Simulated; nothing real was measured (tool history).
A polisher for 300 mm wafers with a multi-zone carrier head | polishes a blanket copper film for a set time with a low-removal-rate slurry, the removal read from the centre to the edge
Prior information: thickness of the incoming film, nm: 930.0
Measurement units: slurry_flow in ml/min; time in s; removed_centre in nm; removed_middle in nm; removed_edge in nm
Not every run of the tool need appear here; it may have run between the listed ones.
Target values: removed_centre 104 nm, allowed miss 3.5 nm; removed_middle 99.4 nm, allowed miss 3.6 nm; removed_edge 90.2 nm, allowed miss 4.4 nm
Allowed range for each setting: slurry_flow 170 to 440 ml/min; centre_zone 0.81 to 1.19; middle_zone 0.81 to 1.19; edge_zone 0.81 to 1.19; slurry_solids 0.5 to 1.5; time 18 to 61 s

run	day	slurry_flow	centre_zone	middle_zone	edge_zone	slurry_solids	time	removed_centre	removed_middle	removed_edge
1	0	280	1	1	1	1	39	164.37	166.02	163.94
2	0.225	285	1.02	1	0.96	0.85	34	138.01	138.79	134.88
3	0.588	285	1.02	1	0.96	0.95	34	145.05	143.39	137.16
4	0.683	295	1.04	1	0.93	0.85	31	130.21	125.86	119.77
5	0.742	300	1.05	1.01	0.91	0.75	30	121.51	119.63	111.84
6	0.808	325	1.05	1.01	0.91	0.75	30	120.9	117.37	112.74
7	0.829	315	1.06	1.01	0.88	0.7	29	114.32	112.31	100.89
8	0.879	320	1.05	0.98	0.86	0.7	29	114.89	109.24	104.63
9	1.079	265	1.08	1.01	0.84	0.5	26	89.853	84.896	79.556
10	1.454	300	1.08	1.02	0.85	0.5	26	91.492	85.936	79.554
11	1.821	320	1.08	1.03	0.86	0.55	26	95.68	91.339	83.117
12	1.921	335	1.08	1.03	0.87	0.55	26	97.027	92.893	84.156
13	2.012	350	1.08	1.03	0.88	0.55	26	96.255	93.275	83.592
14	2.25	355	1.08	1.03	0.88	0.6	26	99.233	96.156	87.575

Which single option among these 5 for the next run brings every result within its allowed miss of target? Just one does.
A	2.488	365	1.12	1.03	0.91	0.5	26	?	?	?
B	2.488	440	1.07	1.01	0.84	0.5	29	?	?	?
C	2.488	425	1.05	1	0.88	0.55	26	?	?	?
D	2.488	405	1.03	1	0.96	0.5	28	?	?	?
E	2.488	360	1.19	1	0.81	0.55	27	?	?	?

move	removed_centre	removed_middle	removed_edge
A	97.197	90.747	80.354
B	104.88	100.77	88.414
C	96.457	93.698	84.051
D	96.9	96	88.435
E	112.3	96.204	84.574
A: moves away from the targets compared with the last run
B: hits every target within its allowed miss
C: moves away from the targets compared with the last run
D: moves away from the targets compared with the last run
E: carries the result that was furthest off beyond its target, to the other side
B meets every target.
